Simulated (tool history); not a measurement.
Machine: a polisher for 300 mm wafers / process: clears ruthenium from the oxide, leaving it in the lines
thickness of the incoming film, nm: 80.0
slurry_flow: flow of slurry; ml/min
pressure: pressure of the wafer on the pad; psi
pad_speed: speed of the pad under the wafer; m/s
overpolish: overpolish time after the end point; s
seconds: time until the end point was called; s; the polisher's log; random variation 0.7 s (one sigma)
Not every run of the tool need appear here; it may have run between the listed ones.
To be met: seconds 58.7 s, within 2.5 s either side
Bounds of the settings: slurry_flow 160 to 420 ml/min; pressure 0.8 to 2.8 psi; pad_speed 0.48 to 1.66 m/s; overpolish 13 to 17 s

Run 1, hour 0: slurry_flow 270 ml/min, pressure 1.8 psi, pad_speed 1.06 m/s, overpolish 17 s. Result: seconds 83.362 s.
Run 2, hour 4.5: slurry_flow 270 ml/min, pressure 1.9 psi, pad_speed 1.06 m/s, overpolish 17 s. Result: seconds 79.174 s.
Run 3, hour 9: slurry_flow 270 ml/min, pressure 1.6 psi, pad_speed 1.06 m/s, overpolish 17 s. Result: seconds 94.33 s.
Run 4, hour 13.1: slurry_flow 270 ml/min, pressure 1.8 psi, pad_speed 1.06 m/s, overpolish 17 s. Result: seconds 84.427 s.
Run 5, hour 19.5: slurry_flow 270 ml/min, pressure 1.8 psi, pad_speed 1.28 m/s, overpolish 17 s. Result: seconds 70.211 s.
Run 6, hour 26: slurry_flow 320 ml/min, pressure 1.8 psi, pad_speed 1.28 m/s, overpolish 17 s. Result: seconds 69.225 s.
Run 7, hour 33.1: slurry_flow 320 ml/min, pressure 1.9 psi, pad_speed 1.28 m/s, overpolish 17 s. Result: seconds 68.119 s.
Run 8, hour 34.9: slurry_flow 320 ml/min, pressure 2 psi, pad_speed 1.28 m/s, overpolish 17 s. Result: seconds 62.889 s.

4 next moves are on the table. One of them brings every result within its allowed miss. Which?
Run A, hour 36.7: slurry_flow 370 ml/min, pressure 2.3 psi, pad_speed 1.06 m/s, overpolish 14 s. Result: seconds ?.
Run B, hour 36.7: slurry_flow 300 ml/min, pressure 1.9 psi, pad_speed 1.22 m/s, overpolish 13 s. Result: seconds ?.
Run C, hour 36.7: slurry_flow 350 ml/min, pressure 2.1 psi, pad_speed 1.14 m/s, overpolish 17 s. Result: seconds ?.
Run D, hour 36.7: slurry_flow 275 ml/min, pressure 1.9 psi, pad_speed 1.48 m/s, overpolish 15 s. Result: seconds ?.

move  seconds
   A   66.845
   B   70.921
   C   68.224
   D   59.459
A: its largest miss is bigger than the last run's
B: its largest miss is bigger than the last run's
C: its largest miss is bigger than the last run's
D: hits every target within its allowed miss
Move D is the one to make.
